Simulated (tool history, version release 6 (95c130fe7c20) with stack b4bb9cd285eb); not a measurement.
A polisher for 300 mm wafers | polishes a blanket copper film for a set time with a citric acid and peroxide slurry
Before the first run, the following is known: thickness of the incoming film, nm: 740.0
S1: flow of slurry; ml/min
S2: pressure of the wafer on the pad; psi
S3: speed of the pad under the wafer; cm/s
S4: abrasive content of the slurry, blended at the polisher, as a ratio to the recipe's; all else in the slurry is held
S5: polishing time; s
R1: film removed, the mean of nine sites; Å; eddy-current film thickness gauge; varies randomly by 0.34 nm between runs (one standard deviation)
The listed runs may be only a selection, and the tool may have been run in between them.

run,hour,S1,S2,S3,S4,S5,R1
1,0.0,250,2.4,78,1.00,40,456.75
2,6.6,245,2.2,78,1.00,40,427.13
3,9.3,245,2.2,78,1.15,40,436.53
4,14.6,245,2.1,78,1.15,40,425.87
5,16.8,245,2.1,98,1.15,40,514.28
6,19.4,245,2.1,98,1.25,40,527.33
7,22.4,245,2.0,98,1.25,40,508.86

The next listed run, before its measurement:
8,30.7,245,1.9,98,1.25,40,?

{"run 8": {"R1": 492.08}}
